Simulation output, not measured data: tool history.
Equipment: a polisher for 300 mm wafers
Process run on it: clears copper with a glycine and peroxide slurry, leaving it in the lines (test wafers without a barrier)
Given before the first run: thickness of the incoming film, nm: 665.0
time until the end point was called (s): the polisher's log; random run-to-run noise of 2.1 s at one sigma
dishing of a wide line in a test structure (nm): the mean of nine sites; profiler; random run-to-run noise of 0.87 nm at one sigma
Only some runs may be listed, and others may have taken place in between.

run	hour	flow of slurry (ml/min)	pressure of the wafer on the pad (kPa)	speed of the pad under the wafer (m/s)	overpolish time after the end point (s)	time until the end point was called (s)	dishing of a wide line in a test structure (nm)
1	0.0	295	20.7	0.94	21	90.852	76.340
2	6.0	295	19.3	0.92	22	98.263	76.991
3	6.9	260	19.3	0.92	22	99.078	73.695
4	7.4	260	15.2	0.92	22	117.110	68.984
5	10.0	260	15.2	1.06	22	105.120	71.707
6	12.4	260	15.2	1.06	14	105.670	51.976
7	19.9	260	14.5	1.04	16	109.370	55.516

Run 8 comes next. What will it give?
8	25.7	260	13.8	1.02	18	?	?

time until the end point was called (s): 115.620
dishing of a wide line in a test structure (nm): 59.285
